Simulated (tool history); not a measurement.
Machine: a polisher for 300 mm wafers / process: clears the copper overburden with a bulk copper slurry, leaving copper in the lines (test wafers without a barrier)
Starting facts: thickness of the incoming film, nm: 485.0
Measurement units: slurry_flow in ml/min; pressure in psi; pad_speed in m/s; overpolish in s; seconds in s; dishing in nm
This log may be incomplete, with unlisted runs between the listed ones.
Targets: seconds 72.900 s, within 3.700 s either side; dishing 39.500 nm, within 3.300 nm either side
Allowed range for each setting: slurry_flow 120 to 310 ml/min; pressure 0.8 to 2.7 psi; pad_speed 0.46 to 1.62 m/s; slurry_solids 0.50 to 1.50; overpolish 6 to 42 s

run 1 day=0.000 | slurry_flow=200 pressure=1.7 pad_speed=1.04 slurry_solids=1.00 overpolish=21 | seconds=102.870 dishing=35.406
run 2 day=0.029 | slurry_flow=220 pressure=1.7 pad_speed=1.04 slurry_solids=1.00 overpolish=21 | seconds=97.630 dishing=35.364
run 3 day=0.217 | slurry_flow=200 pressure=1.7 pad_speed=1.04 slurry_solids=1.00 overpolish=21 | seconds=103.050 dishing=35.399
run 4 day=0.558 | slurry_flow=200 pressure=1.7 pad_speed=1.04 slurry_solids=1.00 overpolish=17 | seconds=102.400 dishing=33.790
run 5 day=0.712 | slurry_flow=200 pressure=1.7 pad_speed=1.04 slurry_solids=1.00 overpolish=13 | seconds=99.284 dishing=29.534
run 6 day=0.804 | slurry_flow=200 pressure=1.7 pad_speed=1.04 slurry_solids=1.00 overpolish=6 | seconds=101.980 dishing=18.894
run 7 day=1.071 | slurry_flow=200 pressure=1.8 pad_speed=1.04 slurry_solids=1.00 overpolish=8 | seconds=97.249 dishing=23.134
run 8 day=1.383 | slurry_flow=200 pressure=1.9 pad_speed=1.04 slurry_solids=1.00 overpolish=9 | seconds=90.917 dishing=25.665

4 candidate next runs follow, results not yet known. Just one meets every target within its allowed miss. Identify it.
run A day=1.696 | slurry_flow=200 pressure=2.5 pad_speed=1.18 slurry_solids=0.65 overpolish=17 | seconds=? dishing=?
run B day=1.696 | slurry_flow=210 pressure=1.8 pad_speed=1.44 slurry_solids=0.70 overpolish=21 | seconds=? dishing=?
run C day=1.696 | slurry_flow=245 pressure=2.5 pad_speed=1.02 slurry_solids=1.10 overpolish=15 | seconds=? dishing=?
run D day=1.696 | slurry_flow=190 pressure=2.2 pad_speed=1.00 slurry_solids=0.90 overpolish=15 | seconds=? dishing=?

move=A seconds=67.877 dishing=40.292
move=B seconds=75.381 dishing=39.028
move=C seconds=68.292 dishing=38.987
move=D seconds=84.880 dishing=35.805
A: the result that was furthest off in the last run now lies on the other side of its target
B: hits every target within its allowed miss
C: the result that was furthest off in the last run now lies on the other side of its target
D: closes in on the targets versus the last run, not all within tolerance yet
B meets every target.

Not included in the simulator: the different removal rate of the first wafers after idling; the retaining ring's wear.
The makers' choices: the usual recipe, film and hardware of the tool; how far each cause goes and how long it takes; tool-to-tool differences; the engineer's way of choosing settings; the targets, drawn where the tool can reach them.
